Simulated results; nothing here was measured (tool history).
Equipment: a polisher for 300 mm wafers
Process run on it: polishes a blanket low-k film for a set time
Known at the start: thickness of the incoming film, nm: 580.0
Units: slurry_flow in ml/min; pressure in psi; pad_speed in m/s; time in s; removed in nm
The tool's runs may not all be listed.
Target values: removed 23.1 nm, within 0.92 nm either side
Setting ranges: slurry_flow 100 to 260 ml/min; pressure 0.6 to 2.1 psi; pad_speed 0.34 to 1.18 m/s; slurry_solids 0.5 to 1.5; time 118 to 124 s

run 1 hour=0 | slurry_flow=165 pressure=1.3 pad_speed=0.76 slurry_solids=1 time=118 | removed=29.707
run 2 hour=5.8 | slurry_flow=200 pressure=1.3 pad_speed=0.76 slurry_solids=1 time=118 | removed=30.776
run 3 hour=13.6 | slurry_flow=195 pressure=1.2 pad_speed=0.76 slurry_solids=1 time=118 | removed=28.288
run 4 hour=16.8 | slurry_flow=195 pressure=1.5 pad_speed=0.76 slurry_solids=1 time=118 | removed=34.436
run 5 hour=22.1 | slurry_flow=170 pressure=1.5 pad_speed=0.76 slurry_solids=1 time=118 | removed=34.656
run 6 hour=23.6 | slurry_flow=170 pressure=1.5 pad_speed=0.76 slurry_solids=1 time=124 | removed=35.173
run 7 hour=29.2 | slurry_flow=170 pressure=1.5 pad_speed=0.76 slurry_solids=1 time=124 | removed=35.143
run 8 hour=38.1 | slurry_flow=170 pressure=1.4 pad_speed=0.76 slurry_solids=1 time=124 | removed=33.097
run 9 hour=41.9 | slurry_flow=170 pressure=1.3 pad_speed=0.76 slurry_solids=1 time=124 | removed=31.133
run 10 hour=50.6 | slurry_flow=170 pressure=1.2 pad_speed=0.76 slurry_solids=1 time=124 | removed=28.9
run 11 hour=56.5 | slurry_flow=165 pressure=1.1 pad_speed=0.76 slurry_solids=1 time=124 | removed=26.018
run 12 hour=62.1 | slurry_flow=160 pressure=1.1 pad_speed=0.76 slurry_solids=1 time=124 | removed=26.139
run 13 hour=63 | slurry_flow=155 pressure=1.1 pad_speed=0.76 slurry_solids=1 time=124 | removed=25.564
run 14 hour=64.2 | slurry_flow=150 pressure=1.1 pad_speed=0.76 slurry_solids=1 time=124 | removed=26.07

Consider the 5 candidate settings below. Which is the only one whose results all fall within their allowed miss of target?
run A hour=65.4 | slurry_flow=175 pressure=1.3 pad_speed=0.7 slurry_solids=0.7 time=124 | removed=?
run B hour=65.4 | slurry_flow=135 pressure=1.1 pad_speed=0.7 slurry_solids=0.95 time=122 | removed=?
run C hour=65.4 | slurry_flow=185 pressure=0.8 pad_speed=0.82 slurry_solids=1.15 time=118 | removed=?
run D hour=65.4 | slurry_flow=235 pressure=1.2 pad_speed=0.54 slurry_solids=1.3 time=124 | removed=?
run E hour=65.4 | slurry_flow=165 pressure=0.8 pad_speed=0.86 slurry_solids=1.05 time=120 | removed=?

move=A removed=25.427
move=B removed=22.879
move=C removed=20.83
move=D removed=25.761
move=E removed=20.828
A: moves toward the targets from the last run without getting all of them in spec
B: all results land within tolerance of their targets
C: takes the biggest miss from the last run beyond its target
D: moves toward the targets from the last run without getting all of them in spec
E: takes the biggest miss from the last run beyond its target
B meets every target.

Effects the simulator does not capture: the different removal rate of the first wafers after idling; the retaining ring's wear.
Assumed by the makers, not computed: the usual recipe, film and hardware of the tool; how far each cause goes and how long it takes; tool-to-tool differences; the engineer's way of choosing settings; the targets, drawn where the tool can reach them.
